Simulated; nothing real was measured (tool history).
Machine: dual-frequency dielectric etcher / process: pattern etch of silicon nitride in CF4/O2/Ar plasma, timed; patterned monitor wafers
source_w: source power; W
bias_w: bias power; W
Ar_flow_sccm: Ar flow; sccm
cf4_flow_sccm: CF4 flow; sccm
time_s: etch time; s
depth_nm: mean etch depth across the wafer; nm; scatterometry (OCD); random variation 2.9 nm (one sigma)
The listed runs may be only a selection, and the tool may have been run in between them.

run  hour  source_w  bias_w  Ar_flow_sccm  cf4_flow_sccm  time_s  depth_nm
  1     0       650      52           108            112     432    929.48
  2   2.4       650      52           108            112     452    981.13
  3     5       650      52           108            112     452     974.5
  4   6.6       650      57           108            112     452    989.38
  5   9.6       650      57           108            131     452      1018
  6  10.8       760      57           108            131     452    1200.8
  7  16.5       700      56           109            130   451.5    1089.6
  8  22.4       570      52           111            128   450.5    853.05
  9  28.3       550      52           111            128   450.5    822.56
 10  36.3       540      52           111            128   450.5    806.01
 11  39.8       460      51           112            128   450.5    667.62
 12  41.2       470      51           112            128   450.5    684.75

The next listed run, before its measurement:
 13  43.7       480      51           112            128   450.5         ?

Run 13 gave depth_nm 693.07 nm.

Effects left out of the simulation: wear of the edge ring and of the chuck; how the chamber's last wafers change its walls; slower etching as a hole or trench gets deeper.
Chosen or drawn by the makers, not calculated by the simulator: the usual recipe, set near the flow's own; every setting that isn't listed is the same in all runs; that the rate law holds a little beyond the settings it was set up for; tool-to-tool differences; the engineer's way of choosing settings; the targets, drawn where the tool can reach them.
